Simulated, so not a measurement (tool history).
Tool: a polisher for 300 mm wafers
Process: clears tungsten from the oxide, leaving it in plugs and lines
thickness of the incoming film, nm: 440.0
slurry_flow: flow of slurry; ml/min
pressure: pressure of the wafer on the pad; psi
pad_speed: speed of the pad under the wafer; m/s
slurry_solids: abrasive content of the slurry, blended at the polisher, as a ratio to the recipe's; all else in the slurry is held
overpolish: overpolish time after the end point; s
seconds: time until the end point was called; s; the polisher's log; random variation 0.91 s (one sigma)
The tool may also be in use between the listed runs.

run 1 hour=0.0 | slurry_flow=310 pressure=3.7 pad_speed=1.12 slurry_solids=1.0 overpolish=7 | seconds=84.690
run 2 hour=6.1 | slurry_flow=310 pressure=3.7 pad_speed=1.00 slurry_solids=1.0 overpolish=7 | seconds=93.743
run 3 hour=8.8 | slurry_flow=310 pressure=3.7 pad_speed=1.00 slurry_solids=1.0 overpolish=6 | seconds=92.454
run 4 hour=12.8 | slurry_flow=310 pressure=4.0 pad_speed=1.00 slurry_solids=1.0 overpolish=6 | seconds=86.069
run 5 hour=15.2 | slurry_flow=310 pressure=4.2 pad_speed=1.00 slurry_solids=1.0 overpolish=6 | seconds=80.877
run 6 hour=21.0 | slurry_flow=310 pressure=3.6 pad_speed=1.00 slurry_solids=1.0 overpolish=6 | seconds=93.718
run 7 hour=22.7 | slurry_flow=310 pressure=4.0 pad_speed=1.02 slurry_solids=1.0 overpolish=6 | seconds=82.842

Run 8 comes next. What will it give?
run 8 hour=31.6 | slurry_flow=310 pressure=4.2 pad_speed=1.02 slurry_solids=1.0 overpolish=6 | seconds=?

Run 8 gave seconds 82.634 s.
